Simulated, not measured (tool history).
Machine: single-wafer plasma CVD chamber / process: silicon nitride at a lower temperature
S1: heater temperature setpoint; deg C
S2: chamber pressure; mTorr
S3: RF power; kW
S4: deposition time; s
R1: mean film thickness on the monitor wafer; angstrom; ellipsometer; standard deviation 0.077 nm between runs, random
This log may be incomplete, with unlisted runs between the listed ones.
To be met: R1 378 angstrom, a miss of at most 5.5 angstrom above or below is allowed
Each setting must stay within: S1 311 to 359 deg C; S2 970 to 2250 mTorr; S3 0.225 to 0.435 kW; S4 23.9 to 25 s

Run 1, hour 0: S1 335 deg C, S2 1610 mTorr, S3 0.33 kW, S4 25 s. Result: R1 331.93 angstrom.
Run 2, hour 1.7: S1 335 deg C, S2 1800 mTorr, S3 0.335 kW, S4 25 s. Result: R1 344.1 angstrom.
Run 3, hour 8.3: S1 335 deg C, S2 1930 mTorr, S3 0.34 kW, S4 25 s. Result: R1 354.36 angstrom.
Run 4, hour 11.4: S1 335 deg C, S2 2020 mTorr, S3 0.345 kW, S4 25 s. Result: R1 363.29 angstrom.
Run 5, hour 15: S1 335 deg C, S2 2020 mTorr, S3 0.345 kW, S4 23.9 s. Result: R1 347.29 angstrom.
Run 6, hour 22.1: S1 335 deg C, S2 2180 mTorr, S3 0.345 kW, S4 23.9 s. Result: R1 353.52 angstrom.
Run 7, hour 27.2: S1 335 deg C, S2 2200 mTorr, S3 0.355 kW, S4 23.9 s. Result: R1 361.97 angstrom.
Run 8, hour 31.3: S1 335 deg C, S2 2210 mTorr, S3 0.36 kW, S4 23.9 s. Result: R1 367 angstrom.
Run 9, hour 38.5: S1 335 deg C, S2 2220 mTorr, S3 0.365 kW, S4 23.9 s. Result: R1 371.78 angstrom.

Below are 4 possible settings for the next run. Only one of them brings all results inside the allowed miss of their targets. Which is it?
Run A, hour 45.7: S1 340 deg C, S2 2150 mTorr, S3 0.355 kW, S4 23.9 s. Result: R1 ?.
Run B, hour 45.7: S1 332 deg C, S2 2250 mTorr, S3 0.375 kW, S4 24.6 s. Result: R1 ?.
Run C, hour 45.7: S1 332 deg C, S2 2190 mTorr, S3 0.375 kW, S4 24.3 s. Result: R1 ?.
Run D, hour 45.7: S1 340 deg C, S2 2250 mTorr, S3 0.365 kW, S4 24.3 s. Result: R1 ?.

move      R1
   A   359.2
   B  392.73
   C  385.72
   D  377.98
A: its largest miss is bigger than the last run's
B: carries the result that was furthest off beyond its target, to the other side
C: carries the result that was furthest off beyond its target, to the other side
D: meets every target
Go with D: it meets all targets.

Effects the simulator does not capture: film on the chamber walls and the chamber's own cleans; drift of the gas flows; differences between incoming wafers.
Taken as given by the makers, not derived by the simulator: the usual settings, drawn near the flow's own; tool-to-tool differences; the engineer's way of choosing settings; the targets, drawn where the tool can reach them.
